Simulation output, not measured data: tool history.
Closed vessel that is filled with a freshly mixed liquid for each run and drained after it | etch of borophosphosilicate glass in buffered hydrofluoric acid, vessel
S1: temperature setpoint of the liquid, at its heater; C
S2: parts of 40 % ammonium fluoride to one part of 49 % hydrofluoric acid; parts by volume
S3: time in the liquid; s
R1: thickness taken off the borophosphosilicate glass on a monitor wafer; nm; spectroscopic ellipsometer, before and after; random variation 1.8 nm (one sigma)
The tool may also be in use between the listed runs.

{"run": 1, "hour": 0.0, "S1": 22, "S2": 7.5, "S3": 95, "R1": 347.76}
{"run": 2, "hour": 8.3, "S1": 21, "S2": 7.5, "S3": 95, "R1": 330.42}
{"run": 3, "hour": 10.2, "S1": 21, "S2": 7.5, "S3": 95, "R1": 331.09}
{"run": 4, "hour": 13.8, "S1": 21, "S2": 6.5, "S3": 95, "R1": 381.33}
{"run": 5, "hour": 14.9, "S1": 20.5, "S2": 6.5, "S3": 95, "R1": 368.15}
{"run": 6, "hour": 17.1, "S1": 20.5, "S2": 8.5, "S3": 95, "R1": 280.09}
{"run": 7, "hour": 25.5, "S1": 21.5, "S2": 8.5, "S3": 95, "R1": 298.18}
{"run": 8, "hour": 26.7, "S1": 22, "S2": 8.5, "S3": 95, "R1": 302.08}

Forecast run 9:
{"run": 9, "hour": 35.3, "S1": 23, "S2": 8.5, "S3": 95, "R1": "?"}

R1: 323.81 nm
